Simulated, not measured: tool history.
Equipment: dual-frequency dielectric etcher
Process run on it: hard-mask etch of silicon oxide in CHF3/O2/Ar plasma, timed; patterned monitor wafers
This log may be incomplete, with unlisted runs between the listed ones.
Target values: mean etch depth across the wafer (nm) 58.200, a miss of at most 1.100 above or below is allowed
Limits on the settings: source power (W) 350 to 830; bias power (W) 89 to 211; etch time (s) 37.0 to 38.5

run	hour	source power (W)	bias power (W)	etch time (s)	mean etch depth across the wafer (nm)
1	0.0	590	150	37.0	66.304
2	4.1	570	149	37.0	65.582
3	12.5	520	149	37.0	64.440
4	17.7	510	147	37.0	63.966
5	24.4	510	147	37.0	63.648
6	26.2	470	147	37.0	62.577
7	29.2	460	146	37.0	62.295
8	37.0	450	144	37.0	61.423

Exercise: of the 5 proposed moves below, exactly one satisfies all targets within the stated allowed misses. Which move is it?
A	44.8	450	137	37.5	?
B	44.8	540	148	38.5	?
C	44.8	470	126	37.0	?
D	44.8	430	138	37.5	?
E	44.8	420	133	38.5	?

move	mean etch depth across the wafer (nm)
A	61.056
B	67.473
C	58.657
D	60.660
E	60.993
A: closes in on the targets versus the last run, not all within tolerance yet
B: moves away from the targets compared with the last run
C: in spec on every target
D: closes in on the targets versus the last run, not all within tolerance yet
E: closes in on the targets versus the last run, not all within tolerance yet
C is the move that brings every result within its allowed miss.
